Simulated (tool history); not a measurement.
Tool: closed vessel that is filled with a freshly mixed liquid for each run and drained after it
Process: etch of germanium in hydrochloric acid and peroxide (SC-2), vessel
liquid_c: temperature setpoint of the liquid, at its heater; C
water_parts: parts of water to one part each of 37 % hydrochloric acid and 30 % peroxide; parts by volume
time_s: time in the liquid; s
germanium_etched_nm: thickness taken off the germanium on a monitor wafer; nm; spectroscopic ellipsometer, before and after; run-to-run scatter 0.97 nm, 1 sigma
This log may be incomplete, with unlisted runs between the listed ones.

run  hour  liquid_c  water_parts  time_s  germanium_etched_nm
  1   0.0      63.0         10.0     100               282.92
  2   5.1      63.0         10.0     110               311.42
  3  10.8      63.0         13.0     110               299.80
  4  15.2      60.5         13.0     110               277.63
  5  20.3      60.5         10.5     110               289.06
  6  26.5      60.5         10.5     110               289.38

The next listed run, before its measurement:
  7  31.9      58.5         10.5     110                    ?

germanium_etched_nm: 270.28 nm
